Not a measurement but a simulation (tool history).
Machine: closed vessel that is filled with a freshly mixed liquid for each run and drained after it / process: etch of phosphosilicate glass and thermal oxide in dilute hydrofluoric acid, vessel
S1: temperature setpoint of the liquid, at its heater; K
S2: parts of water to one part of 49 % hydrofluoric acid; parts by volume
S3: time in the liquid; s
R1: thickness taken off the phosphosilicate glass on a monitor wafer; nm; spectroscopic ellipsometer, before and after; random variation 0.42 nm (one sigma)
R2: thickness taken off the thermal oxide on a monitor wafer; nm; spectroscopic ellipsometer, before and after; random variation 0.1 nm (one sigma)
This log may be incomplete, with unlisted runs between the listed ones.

| run | hour | S1 | S2 | S3 | R1 | R2 |
|---|---|---|---|---|---|---|
| 1 | 0 | 294.15 | 225 | 60 | 15.719 | 0.7384 |
| 2 | 7.4 | 296.15 | 175 | 60 | 23.015 | 1.2416 |
| 3 | 16.5 | 296.15 | 140 | 65 | 32.562 | 1.5031 |
| 4 | 18.7 | 296.15 | 140 | 50 | 25.197 | 1.2559 |
|  | 26.1 | hydrofluoric acid flow meter replaced |
| 5 | 26.1 | 297.15 | 140 | 50 | 28.168 | 1.5243 |
| 6 | 34.3 | 297.65 | 115 | 50 | 36.216 | 1.7416 |
| 7 | 35.9 | 298.65 | 110 | 50 | 39.975 | 2.0429 |
| 8 | 38.7 | 299.65 | 105 | 50 | 43.292 | 2.0668 |
| 9 | 46 | 300.15 | 100 | 50 | 46.479 | 2.3991 |

Predict the results of run 10:
| 10 | 50.7 | 300.65 | 95 | 50 | ? | ? |

Logged for run 10: R1 50.83 nm, R2 2.5188 nm.
